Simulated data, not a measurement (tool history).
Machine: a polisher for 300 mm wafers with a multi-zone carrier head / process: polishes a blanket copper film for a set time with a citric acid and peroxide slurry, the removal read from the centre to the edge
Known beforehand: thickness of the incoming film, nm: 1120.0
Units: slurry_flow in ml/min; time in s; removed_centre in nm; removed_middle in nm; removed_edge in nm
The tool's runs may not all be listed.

| run | hour | slurry_flow | centre_zone | middle_zone | edge_zone | slurry_solids | time | removed_centre | removed_middle | removed_edge |
|---|---|---|---|---|---|---|---|---|---|---|
| 1 | 0 | 210 | 1 | 1 | 1 | 1 | 39 | 54.355 | 54.638 | 54.003 |
| 2 | 2.5 | 205 | 1.01 | 0.98 | 1 | 0.95 | 37 | 52.062 | 50.479 | 49.809 |
| 3 | 8.3 | 200 | 1.01 | 0.96 | 1.02 | 0.9 | 35 | 48.394 | 45.553 | 47.326 |
| 4 | 14.3 | 195 | 1.01 | 0.94 | 1.01 | 0.85 | 34 | 46.148 | 43.089 | 46.011 |
| 5 | 16 | 195 | 1.02 | 0.93 | 1 | 0.8 | 33 | 45.024 | 40.52 | 44.627 |
| 6 | 22.1 | 195 | 1.03 | 0.93 | 0.99 | 0.75 | 32 | 43.113 | 38.965 | 41.809 |
| 7 | 22.7 | 195 | 1.03 | 0.92 | 0.98 | 0.7 | 31 | 40.981 | 38.25 | 39.854 |
| 8 | 31.2 | 190 | 1.04 | 0.91 | 0.98 | 0.65 | 30 | 39.75 | 34.991 | 38.959 |
| 9 | 40 | 190 | 1.04 | 0.91 | 0.98 | 0.65 | 30 | 40.06 | 35.24 | 38.784 |
| 10 | 46.5 | 190 | 1.04 | 0.91 | 0.98 | 0.65 | 30 | 39.824 | 36.092 | 38.925 |
| 11 | 54 | 185 | 1.05 | 0.9 | 0.97 | 0.65 | 29 | 38.764 | 32.974 | 36.131 |
| 12 | 56.8 | 180 | 1.05 | 0.89 | 0.97 | 0.65 | 29 | 38.94 | 33.165 | 36.745 |
| 13 | 62.6 | 175 | 1.05 | 0.88 | 0.96 | 0.65 | 29 | 38.812 | 33.221 | 35.758 |
| 14 | 68.3 | 170 | 1.05 | 0.87 | 0.96 | 0.65 | 29 | 38.424 | 32.821 | 36.105 |
| 15 | 73.5 | 170 | 1.05 | 0.86 | 0.96 | 0.65 | 29 | 38.634 | 31.78 | 36.345 |
| 16 | 74 | 165 | 1.05 | 0.85 | 0.95 | 0.65 | 29 | 38.14 | 31.235 | 36.18 |
| 17 | 77.1 | 160 | 1.05 | 0.85 | 0.94 | 0.65 | 29 | 38.289 | 31.244 | 36.129 |
| 18 | 84.1 | 160 | 1.05 | 0.85 | 0.93 | 0.65 | 29 | 38.378 | 31.324 | 35.757 |

What will run 19 give?
| 19 | 89.3 | 150 | 1.05 | 0.83 | 0.91 | 0.55 | 28 | ? | ? | ? |

{"run 19": {"removed_centre": 35.387, "removed_middle": 28.535, "removed_edge": 33.098}}

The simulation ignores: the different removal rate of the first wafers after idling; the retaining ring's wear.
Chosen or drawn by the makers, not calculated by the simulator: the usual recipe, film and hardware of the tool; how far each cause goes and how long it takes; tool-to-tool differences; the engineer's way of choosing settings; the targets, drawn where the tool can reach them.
